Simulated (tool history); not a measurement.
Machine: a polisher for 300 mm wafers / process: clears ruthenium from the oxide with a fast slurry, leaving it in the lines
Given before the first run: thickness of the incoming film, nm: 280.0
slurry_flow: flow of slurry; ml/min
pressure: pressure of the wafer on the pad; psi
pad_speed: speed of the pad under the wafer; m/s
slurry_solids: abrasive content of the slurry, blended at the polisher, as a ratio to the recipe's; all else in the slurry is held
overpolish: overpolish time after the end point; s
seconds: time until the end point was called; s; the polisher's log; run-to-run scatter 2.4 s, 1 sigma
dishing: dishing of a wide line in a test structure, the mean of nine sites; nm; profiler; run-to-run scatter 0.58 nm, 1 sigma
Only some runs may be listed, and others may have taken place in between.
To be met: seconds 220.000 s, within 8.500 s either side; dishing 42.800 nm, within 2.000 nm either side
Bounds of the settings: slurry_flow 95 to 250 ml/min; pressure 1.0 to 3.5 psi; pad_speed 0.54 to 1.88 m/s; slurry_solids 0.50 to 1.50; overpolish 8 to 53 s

{"run": 1, "hour": 0.0, "slurry_flow": 160, "pressure": 2.2, "pad_speed": 1.2, "slurry_solids": 1.0, "overpolish": 27, "seconds": 95.146, "dishing": 62.507}
{"run": 2, "hour": 3.3, "slurry_flow": 190, "pressure": 2.2, "pad_speed": 1.2, "slurry_solids": 1.0, "overpolish": 27, "seconds": 95.597, "dishing": 64.529}
{"run": 3, "hour": 7.3, "slurry_flow": 190, "pressure": 2.2, "pad_speed": 1.2, "slurry_solids": 0.85, "overpolish": 27, "seconds": 101.74, "dishing": 59.848}
{"run": 4, "hour": 12.7, "slurry_flow": 190, "pressure": 2.2, "pad_speed": 1.2, "slurry_solids": 0.85, "overpolish": 34, "seconds": 101.06, "dishing": 71.058}
{"run": 5, "hour": 19.0, "slurry_flow": 190, "pressure": 2.2, "pad_speed": 1.2, "slurry_solids": 0.85, "overpolish": 41, "seconds": 102.06, "dishing": 84.306}
{"run": 6, "hour": 24.7, "slurry_flow": 190, "pressure": 2.5, "pad_speed": 1.2, "slurry_solids": 0.85, "overpolish": 41, "seconds": 86.0, "dishing": 90.258}
{"run": 7, "hour": 29.4, "slurry_flow": 190, "pressure": 2.3, "pad_speed": 1.16, "slurry_solids": 0.85, "overpolish": 40, "seconds": 99.626, "dishing": 83.547}
{"run": 8, "hour": 31.0, "slurry_flow": 190, "pressure": 2.3, "pad_speed": 1.16, "slurry_solids": 0.85, "overpolish": 40, "seconds": 99.734, "dishing": 83.468}
{"run": 9, "hour": 33.5, "slurry_flow": 165, "pressure": 1.7, "pad_speed": 0.92, "slurry_solids": 0.85, "overpolish": 40, "seconds": 171.27, "dishing": 53.791}
{"run": 10, "hour": 41.7, "slurry_flow": 165, "pressure": 1.7, "pad_speed": 0.92, "slurry_solids": 0.85, "overpolish": 40, "seconds": 168.69, "dishing": 54.797}
{"run": 11, "hour": 49.4, "slurry_flow": 165, "pressure": 1.6, "pad_speed": 0.92, "slurry_solids": 0.85, "overpolish": 40, "seconds": 178.97, "dishing": 50.615}
{"run": 12, "hour": 55.6, "slurry_flow": 165, "pressure": 1.5, "pad_speed": 0.92, "slurry_solids": 0.85, "overpolish": 40, "seconds": 193.65, "dishing": 49.418}
{"run": 13, "hour": 60.0, "slurry_flow": 150, "pressure": 1.3, "pad_speed": 0.9, "slurry_solids": 0.85, "overpolish": 38, "seconds": 227.25, "dishing": 40.059}

Which one of the following 4 next-run settings gets every result inside its allowed miss? There is exactly one.
{"run": "A", "hour": 64.4, "slurry_flow": 135, "pressure": 1.4, "pad_speed": 0.68, "slurry_solids": 1.35, "overpolish": 43, "seconds": "?", "dishing": "?"}
{"run": "B", "hour": 64.4, "slurry_flow": 180, "pressure": 1.5, "pad_speed": 0.82, "slurry_solids": 0.75, "overpolish": 41, "seconds": "?", "dishing": "?"}
{"run": "C", "hour": 64.4, "slurry_flow": 145, "pressure": 1.2, "pad_speed": 0.98, "slurry_solids": 0.9, "overpolish": 45, "seconds": "?", "dishing": "?"}
{"run": "D", "hour": 64.4, "slurry_flow": 160, "pressure": 1.4, "pad_speed": 0.88, "slurry_solids": 0.95, "overpolish": 40, "seconds": "?", "dishing": "?"}

move=A seconds=237.180 dishing=42.118
move=B seconds=219.480 dishing=43.253
move=C seconds=220.720 dishing=46.721
move=D seconds=203.980 dishing=45.150
A: brings the last run's worst result on target, with another outside its allowed miss
B: all results in spec
C: takes the biggest miss from the last run beyond its target
D: takes the biggest miss from the last run beyond its target
Move B is the one to make.
